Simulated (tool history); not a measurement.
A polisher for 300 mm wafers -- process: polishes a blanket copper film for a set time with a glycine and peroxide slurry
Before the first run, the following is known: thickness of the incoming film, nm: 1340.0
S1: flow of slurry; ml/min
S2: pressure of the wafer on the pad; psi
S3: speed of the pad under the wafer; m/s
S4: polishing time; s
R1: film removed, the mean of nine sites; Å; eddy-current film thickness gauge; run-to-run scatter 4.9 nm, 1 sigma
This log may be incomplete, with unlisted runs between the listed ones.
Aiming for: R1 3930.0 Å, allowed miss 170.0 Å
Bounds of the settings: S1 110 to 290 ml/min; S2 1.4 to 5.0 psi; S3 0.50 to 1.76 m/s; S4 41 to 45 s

run  hour   S1   S2    S3  S4      R1
  1   0.0  185  3.2  1.12  45  2809.0
  2   4.3  185  3.2  0.96  45  2440.9
  3  12.1  185  2.4  0.96  45  1961.6
  4  20.1  225  2.4  0.96  45  1982.5
  5  22.7  225  2.4  0.96  41  1830.7
  6  30.3  225  2.0  0.96  41  1601.7
  7  34.3  225  2.9  0.98  41  2112.5
  8  36.4  230  3.8  1.06  41  2982.1
  9  37.2  230  4.1  1.06  41  3140.8
 10  44.9  230  4.4  1.06  41  3309.5
 11  46.7  230  4.6  1.08  41  3596.7
 12  53.1  230  4.7  1.08  41  3624.6
 13  59.7  230  4.8  1.08  41  3613.9

Exercise: of the 4 proposed moves below, exactly one satisfies all targets within the stated allowed misses. Which move is it?
  A  66.3  220  4.9  1.16  41   ?
  B  66.3  225  5.0  1.14  45   ?
  C  66.3  185  4.5  1.26  45   ?
  D  66.3  205  4.5  1.10  41   ?

move      R1
   A  3885.6
   B  4290.3
   C  4140.4
   D  3405.1
A: every result within its allowed miss
B: carries the result that was furthest off beyond its target, to the other side
C: carries the result that was furthest off beyond its target, to the other side
D: moves away from the targets compared with the last run
Answer: A
